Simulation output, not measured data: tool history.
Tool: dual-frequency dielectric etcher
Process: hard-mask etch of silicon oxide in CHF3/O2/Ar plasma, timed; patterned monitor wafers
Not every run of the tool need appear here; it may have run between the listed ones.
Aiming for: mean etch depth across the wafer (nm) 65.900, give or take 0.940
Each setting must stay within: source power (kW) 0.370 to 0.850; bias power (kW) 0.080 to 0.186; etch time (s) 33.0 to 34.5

run    day  source power (kW)  bias power (kW)  etch time (s)  mean etch depth across the wafer (nm)
  1  0.000              0.610            0.133           33.0                                 56.562
  2  0.317              0.680            0.135           33.0                                 58.713
  3  0.629              0.730            0.140           33.0                                 61.461
  4  0.692              0.730            0.122           33.0                                 59.288
  5  0.912              0.730            0.122           33.0                                 59.140
     0.988  -- bias power generator calibrated
  6  0.988              0.780            0.122           33.0                                 61.158
  7  1.262              0.800            0.126           33.0                                 62.450
  8  1.392              0.810            0.129           33.0                                 63.149

Exercise: of the 5 proposed moves below, exactly one satisfies all targets within the stated allowed misses. Which move is it?
  A  1.521              0.750            0.123           33.5                                      ?
  B  1.521              0.760            0.121           34.5                                      ?
  C  1.521              0.720            0.149           33.0                                      ?
  D  1.521              0.770            0.142           34.5                                      ?
  E  1.521              0.820            0.117           34.0                                      ?

move  mean etch depth across the wafer (nm)
   A                                 61.057
   B                                 62.954
   C                                 62.215
   D                                 65.937
   E                                 63.425
A: misses by more than the last run did
B: misses by more than the last run did
C: misses by more than the last run did
D: every result lands within tolerance
E: gains on the last run, yet a result remains outside its allowed miss
Correct choice: D, which meets every target

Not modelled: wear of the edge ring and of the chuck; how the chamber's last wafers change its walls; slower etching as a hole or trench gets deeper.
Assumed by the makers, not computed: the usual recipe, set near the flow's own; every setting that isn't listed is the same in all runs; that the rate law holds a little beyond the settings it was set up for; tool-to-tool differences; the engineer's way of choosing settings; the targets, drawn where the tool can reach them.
